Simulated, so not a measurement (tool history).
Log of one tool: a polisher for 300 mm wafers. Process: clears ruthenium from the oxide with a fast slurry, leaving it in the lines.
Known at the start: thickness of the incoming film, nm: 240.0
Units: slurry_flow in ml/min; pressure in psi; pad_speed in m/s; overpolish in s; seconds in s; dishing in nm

{"run": 1, "day": 0.0, "slurry_flow": 260, "pressure": 3.1, "pad_speed": 1.08, "slurry_solids": 1.0, "overpolish": 19, "seconds": 41.175, "dishing": 64.931}
{"run": 2, "day": 0.338, "slurry_flow": 260, "pressure": 3.1, "pad_speed": 1.08, "slurry_solids": 1.0, "overpolish": 15, "seconds": 41.335, "dishing": 57.282}
{"run": 3, "day": 0.55, "slurry_flow": 260, "pressure": 2.5, "pad_speed": 1.08, "slurry_solids": 1.0, "overpolish": 15, "seconds": 48.069, "dishing": 53.253}
{"run": 4, "day": 0.817, "slurry_flow": 260, "pressure": 2.5, "pad_speed": 0.9, "slurry_solids": 1.0, "overpolish": 15, "seconds": 58.972, "dishing": 47.753}
{"run": 5, "day": 1.05, "slurry_flow": 260, "pressure": 2.9, "pad_speed": 0.92, "slurry_solids": 1.0, "overpolish": 15, "seconds": 50.989, "dishing": 53.013}
{"run": 6, "day": 1.088, "slurry_flow": 260, "pressure": 2.9, "pad_speed": 1.18, "slurry_solids": 1.0, "overpolish": 15, "seconds": 40.406, "dishing": 60.004}
{"run": 7, "day": 1.125, "slurry_flow": 260, "pressure": 3.1, "pad_speed": 1.18, "slurry_solids": 1.0, "overpolish": 15, "seconds": 38.168, "dishing": 60.736}
{"run": 8, "day": 1.179, "slurry_flow": 260, "pressure": 3.3, "pad_speed": 1.18, "slurry_solids": 1.0, "overpolish": 15, "seconds": 36.737, "dishing": 62.854}
{"run": 9, "day": 1.4, "slurry_flow": 260, "pressure": 3.5, "pad_speed": 1.18, "slurry_solids": 1.0, "overpolish": 15, "seconds": 34.771, "dishing": 65.249}
{"run": 10, "day": 1.712, "slurry_flow": 260, "pressure": 3.6, "pad_speed": 1.18, "slurry_solids": 1.0, "overpolish": 15, "seconds": 33.824, "dishing": 64.909}
{"run": 11, "day": 1.958, "slurry_flow": 260, "pressure": 3.6, "pad_speed": 1.18, "slurry_solids": 1.0, "overpolish": 15, "seconds": 34.258, "dishing": 68.151}

The next listed run, before its measurement:
{"run": 12, "day": 2.308, "slurry_flow": 260, "pressure": 3.8, "pad_speed": 1.18, "slurry_solids": 1.0, "overpolish": 14, "seconds": "?", "dishing": "?"}

seconds: 32.632 s
dishing: 64.618 nm
